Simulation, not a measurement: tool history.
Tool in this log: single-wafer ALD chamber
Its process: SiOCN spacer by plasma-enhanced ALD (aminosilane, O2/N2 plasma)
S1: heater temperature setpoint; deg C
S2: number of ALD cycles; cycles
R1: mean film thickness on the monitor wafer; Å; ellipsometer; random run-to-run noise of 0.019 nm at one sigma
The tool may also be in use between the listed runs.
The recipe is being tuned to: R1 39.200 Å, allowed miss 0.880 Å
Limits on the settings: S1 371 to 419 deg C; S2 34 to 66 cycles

run    day   S1  S2      R1
  1  0.000  395  50  31.293
  2  0.358  390  50  31.201
  3  0.458  397  50  31.231
  4  0.775  397  43  26.728
  5  0.996  397  45  27.885
  6  1.354  397  38  23.751
  7  1.412  397  38  23.568
  8  1.754  397  41  25.523
  9  1.896  397  44  27.283
 10  2.154  397  46  28.819
 11  2.254  398  48  29.787
 12  2.412  398  50  31.066
 13  2.488  398  51  31.510
 14  2.754  398  52  32.483
 15  2.867  398  53  32.931
 16  3.050  398  53  32.975

Consider the 4 candidate settings below. Which is the only one whose results all fall within their allowed miss of target?
  A  3.233  392  59   ?
  B  3.233  395  63   ?
  C  3.233  398  48   ?
  D  3.233  392  58   ?

move      R1
   A  36.668
   B  39.154
   C  29.831
   D  36.046
A: moves toward the targets from the last run without getting all of them in spec
B: all results land within tolerance of their targets
C: its largest miss is bigger than the last run's
D: moves toward the targets from the last run without getting all of them in spec
Move B is the one to make.
